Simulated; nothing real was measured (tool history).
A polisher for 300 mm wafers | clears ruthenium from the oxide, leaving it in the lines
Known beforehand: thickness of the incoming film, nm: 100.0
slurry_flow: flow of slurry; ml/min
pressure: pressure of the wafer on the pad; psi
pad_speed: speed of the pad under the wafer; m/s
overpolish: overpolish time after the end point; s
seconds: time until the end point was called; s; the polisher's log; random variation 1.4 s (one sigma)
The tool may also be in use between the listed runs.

run,day,slurry_flow,pressure,pad_speed,overpolish,seconds
1,0,210,2.1,1.16,13,59.825
2,0.15,210,1.7,1.1,13,74.928
3,0.475,210,1.7,1,13,82.167
4,0.75,235,1.7,1,13,80.903
5,0.954,235,1.7,1.24,13,66.609
6,1.083,235,1.5,1.14,13,80.359

Run 7 comes next. What will it give?
7,1.362,235,1.3,1.08,13,?

{"run 7": {"seconds": 93.255}}
